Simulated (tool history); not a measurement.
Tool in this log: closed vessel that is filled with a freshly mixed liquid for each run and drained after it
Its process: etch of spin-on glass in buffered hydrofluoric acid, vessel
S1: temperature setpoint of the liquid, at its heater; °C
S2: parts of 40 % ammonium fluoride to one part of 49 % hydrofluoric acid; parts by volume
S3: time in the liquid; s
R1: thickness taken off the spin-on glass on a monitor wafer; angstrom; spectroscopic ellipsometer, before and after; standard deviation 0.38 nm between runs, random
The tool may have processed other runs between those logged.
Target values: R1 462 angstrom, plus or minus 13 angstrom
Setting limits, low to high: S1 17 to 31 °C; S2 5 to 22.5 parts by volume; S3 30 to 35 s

{"run": 1, "hour": 0.0, "S1": 23, "S2": 13.5, "S3": 35, "R1": 798.92}
{"run": 2, "hour": 5.3, "S1": 20, "S2": 13.5, "S3": 35, "R1": 660.84}
{"run": 3, "hour": 7.5, "S1": 20, "S2": 13.5, "S3": 30, "R1": 559.8}
{"run": 4, "hour": 14.9, "S1": 20, "S2": 12, "S3": 30, "R1": 653.34}
{"run": 5, "hour": 16.5, "S1": 19.5, "S2": 12.5, "S3": 30, "R1": 600.13}
{"run": 6, "hour": 22.7, "S1": 22, "S2": 12.5, "S3": 30, "R1": 685.22}
{"run": 7, "hour": 28.1, "S1": 21, "S2": 13, "S3": 30, "R1": 621.55}
{"run": 8, "hour": 33.6, "S1": 20, "S2": 13, "S3": 30, "R1": 601.15}
{"run": 9, "hour": 39.2, "S1": 19.5, "S2": 13.5, "S3": 30, "R1": 556.44}
{"run": 10, "hour": 46.5, "S1": 19, "S2": 13.5, "S3": 30, "R1": 531.12}
{"run": 11, "hour": 54.6, "S1": 18.5, "S2": 13.5, "S3": 30, "R1": 525.17}
{"run": 12, "hour": 56.1, "S1": 18, "S2": 13.5, "S3": 30, "R1": 503.95}
{"run": 13, "hour": 57.7, "S1": 17.5, "S2": 13.5, "S3": 30, "R1": 493.58}
{"run": 14, "hour": 60.4, "S1": 17.5, "S2": 13.5, "S3": 30, "R1": 491.58}

Which single option among these 4 for the next run brings every result within its allowed miss of target? Just one does.
{"run": "A", "hour": 63.1, "S1": 17, "S2": 18, "S3": 35, "R1": "?"}
{"run": "B", "hour": 63.1, "S1": 17, "S2": 15, "S3": 30, "R1": "?"}
{"run": "C", "hour": 63.1, "S1": 18, "S2": 19, "S3": 35, "R1": "?"}
{"run": "D", "hour": 63.1, "S1": 17, "S2": 14, "S3": 30, "R1": "?"}

move=A R1=419.34
move=B R1=430.24
move=C R1=420.86
move=D R1=460.45
A: the result that was furthest off in the last run now lies on the other side of its target
B: the result that was furthest off in the last run now lies on the other side of its target
C: the result that was furthest off in the last run now lies on the other side of its target
D: every result within its allowed miss
So the answer is move D, the one that meets all the targets.
